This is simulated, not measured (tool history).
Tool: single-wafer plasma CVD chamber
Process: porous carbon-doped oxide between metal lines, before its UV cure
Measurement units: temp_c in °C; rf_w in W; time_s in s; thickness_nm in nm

run  hour  temp_c  rf_w  time_s  thickness_nm
  1     0     300   380    28.2         126.1
  2     3     300   330    28.2        116.87
  3  11.4     300   305    28.2        112.34
  4  13.2     294   330    28.2        120.39
  5  22.2     300   330    28.2         116.6
  6  29.9     292   330    28.2         122.4

Run 7, settings as shown, results not yet in. Your forecast:
  7  34.8     288   345    28.2             ?

Run 7 produced thickness_nm 127.51 nm.
